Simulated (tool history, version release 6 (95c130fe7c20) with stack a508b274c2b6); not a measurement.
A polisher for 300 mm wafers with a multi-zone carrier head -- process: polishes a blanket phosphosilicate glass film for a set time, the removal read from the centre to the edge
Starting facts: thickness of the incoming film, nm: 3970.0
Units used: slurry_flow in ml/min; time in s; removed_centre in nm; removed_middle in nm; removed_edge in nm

| run | hour | slurry_flow | centre_zone | middle_zone | edge_zone | slurry_solids | time | removed_centre | removed_middle | removed_edge |
|---|---|---|---|---|---|---|---|---|---|---|
| 1 | 0 | 310 | 1 | 1 | 1 | 1 | 34 | 338.19 | 343.3 | 341.07 |
| 2 | 4 | 310 | 1 | 1 | 1 | 1 | 31 | 309.28 | 319.51 | 307.16 |
| 3 | 6 | 310 | 1 | 1.06 | 1 | 1 | 31 | 312.08 | 337.05 | 311.95 |
| 4 | 8.7 | 310 | 0.93 | 1.06 | 1 | 1 | 31 | 289.48 | 338.55 | 311.08 |
| 5 | 11.5 | 235 | 0.93 | 1.06 | 1 | 1 | 31 | 283.48 | 329.46 | 306.26 |
| 6 | 19.6 | 235 | 0.93 | 1.12 | 1 | 1 | 31 | 284.15 | 340.41 | 303.28 |
| 7 | 20.3 | 250 | 1.01 | 1.11 | 1.04 | 1.1 | 31 | 323.65 | 362.78 | 324.07 |
| 8 | 28 | 330 | 1.11 | 1.01 | 1.14 | 1.35 | 31 | 402.62 | 376.89 | 383.41 |
| 9 | 28.7 | 340 | 1.13 | 1.01 | 1.14 | 1.35 | 31 | 404.41 | 369.1 | 380.42 |

The next listed run, before its measurement:
| 10 | 32.4 | 340 | 1.15 | 1.02 | 1.13 | 1.35 | 31 | ? | ? | ? |

{"run 10": {"removed_centre": 410.55, "removed_middle": 375.9, "removed_edge": 384.57}}
